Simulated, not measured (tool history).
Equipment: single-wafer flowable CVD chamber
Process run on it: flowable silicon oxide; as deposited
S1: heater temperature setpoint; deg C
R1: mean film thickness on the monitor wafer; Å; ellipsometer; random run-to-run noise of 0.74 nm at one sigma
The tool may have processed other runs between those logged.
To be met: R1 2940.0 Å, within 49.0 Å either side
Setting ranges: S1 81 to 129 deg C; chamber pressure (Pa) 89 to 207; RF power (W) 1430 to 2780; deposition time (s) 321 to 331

{"run": 1, "day": 0.0, "S1": 105, "chamber pressure (Pa)": 148, "RF power (W)": 2105, "deposition time (s)": 321, "R1": 2435.5}
{"run": 2, "day": 0.354, "S1": 104, "chamber pressure (Pa)": 148, "RF power (W)": 2105, "deposition time (s)": 321, "R1": 2546.5}
{"run": 3, "day": 0.442, "S1": 104, "chamber pressure (Pa)": 148, "RF power (W)": 2105, "deposition time (s)": 321, "R1": 2549.0}
{"run": 4, "day": 0.592, "S1": 104, "chamber pressure (Pa)": 148, "RF power (W)": 1915, "deposition time (s)": 321, "R1": 2509.2}
{"run": 5, "day": 0.638, "S1": 104, "chamber pressure (Pa)": 132, "RF power (W)": 1915, "deposition time (s)": 321, "R1": 2226.8}
{"run": 6, "day": 0.704, "S1": 103, "chamber pressure (Pa)": 132, "RF power (W)": 1915, "deposition time (s)": 321, "R1": 2315.4}
{"run": 7, "day": 0.929, "S1": 102, "chamber pressure (Pa)": 132, "RF power (W)": 1915, "deposition time (s)": 321, "R1": 2401.5}
{"run": 8, "day": 1.146, "S1": 101, "chamber pressure (Pa)": 132, "RF power (W)": 1915, "deposition time (s)": 321, "R1": 2501.0}
{"run": 9, "day": 1.262, "S1": 95, "chamber pressure (Pa)": 132, "RF power (W)": 1915, "deposition time (s)": 321, "R1": 3117.0}
{"run": 10, "day": 1.621, "S1": 96, "chamber pressure (Pa)": 132, "RF power (W)": 1915, "deposition time (s)": 321, "R1": 2992.5}

Consider the 4 candidate settings below. Which is the only one whose results all fall within their allowed miss of target?
{"run": "A", "day": 1.979, "S1": 95, "chamber pressure (Pa)": 128, "RF power (W)": 1895, "deposition time (s)": 324, "R1": "?"}
{"run": "B", "day": 1.979, "S1": 94, "chamber pressure (Pa)": 123, "RF power (W)": 1855, "deposition time (s)": 330, "R1": "?"}
{"run": "C", "day": 1.979, "S1": 95, "chamber pressure (Pa)": 128, "RF power (W)": 2070, "deposition time (s)": 321, "R1": "?"}
{"run": "D", "day": 1.979, "S1": 95, "chamber pressure (Pa)": 123, "RF power (W)": 1790, "deposition time (s)": 331, "R1": "?"}

move=A R1=3041.5
move=B R1=3063.9
move=C R1=3069.4
move=D R1=2933.3
A: its largest miss is bigger than the last run's
B: its largest miss is bigger than the last run's
C: its largest miss is bigger than the last run's
D: all results in spec
D meets every target.
